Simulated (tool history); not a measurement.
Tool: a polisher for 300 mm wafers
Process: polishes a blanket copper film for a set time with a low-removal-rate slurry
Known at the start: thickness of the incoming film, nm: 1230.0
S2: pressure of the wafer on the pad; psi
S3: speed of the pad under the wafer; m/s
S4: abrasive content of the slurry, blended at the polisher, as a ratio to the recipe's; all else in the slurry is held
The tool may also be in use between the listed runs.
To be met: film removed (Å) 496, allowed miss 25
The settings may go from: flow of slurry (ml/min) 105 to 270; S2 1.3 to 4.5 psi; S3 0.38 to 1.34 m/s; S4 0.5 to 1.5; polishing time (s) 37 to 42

Run 1, hour 0: flow of slurry (ml/min) 175, S2 2.9 psi, S3 0.86 m/s, S4 1, polishing time (s) 42. Result: film removed (Å) 1182.7.
Run 2, hour 4.9: flow of slurry (ml/min) 175, S2 2.9 psi, S3 0.86 m/s, S4 0.85, polishing time (s) 42. Result: film removed (Å) 1077.2.
Run 3, hour 13.2: flow of slurry (ml/min) 175, S2 2.4 psi, S3 0.8 m/s, S4 0.85, polishing time (s) 42. Result: film removed (Å) 855.63.
Run 4, hour 21.7: flow of slurry (ml/min) 175, S2 2.1 psi, S3 0.76 m/s, S4 0.85, polishing time (s) 42. Result: film removed (Å) 721.12.
Run 5, hour 28.9: flow of slurry (ml/min) 205, S2 2.1 psi, S3 0.76 m/s, S4 0.85, polishing time (s) 42. Result: film removed (Å) 729.81.
Run 6, hour 35.4: flow of slurry (ml/min) 205, S2 2.1 psi, S3 0.76 m/s, S4 0.65, polishing time (s) 42. Result: film removed (Å) 657.77.
Run 7, hour 38.8: flow of slurry (ml/min) 205, S2 1.9 psi, S3 0.76 m/s, S4 0.65, polishing time (s) 42. Result: film removed (Å) 596.13.
Run 8, hour 47: flow of slurry (ml/min) 205, S2 1.8 psi, S3 0.76 m/s, S4 0.65, polishing time (s) 42. Result: film removed (Å) 570.64.

Which of these 5 next moves meets every target?
Run A, hour 55.2: flow of slurry (ml/min) 225, S2 1.7 psi, S3 0.74 m/s, S4 0.55, polishing time (s) 42. Result: film removed (Å) ?.
Run B, hour 55.2: flow of slurry (ml/min) 200, S2 1.7 psi, S3 0.7 m/s, S4 0.8, polishing time (s) 42. Result: film removed (Å) ?.
Run C, hour 55.2: flow of slurry (ml/min) 210, S2 2 psi, S3 0.62 m/s, S4 0.55, polishing time (s) 37. Result: film removed (Å) ?.
Run D, hour 55.2: flow of slurry (ml/min) 205, S2 2 psi, S3 0.86 m/s, S4 0.7, polishing time (s) 38. Result: film removed (Å) ?.
Run E, hour 55.2: flow of slurry (ml/min) 245, S2 1.8 psi, S3 0.6 m/s, S4 0.6, polishing time (s) 40. Result: film removed (Å) ?.

move  film removed (Å)
   A            496.86
   B               539
   C            427.53
   D            663.88
   E            428.65
A: meets every target
B: nearer than the last run, and not there yet
C: takes the result that was furthest off past its target
D: further off than the last run
E: takes the result that was furthest off past its target
Answer: A
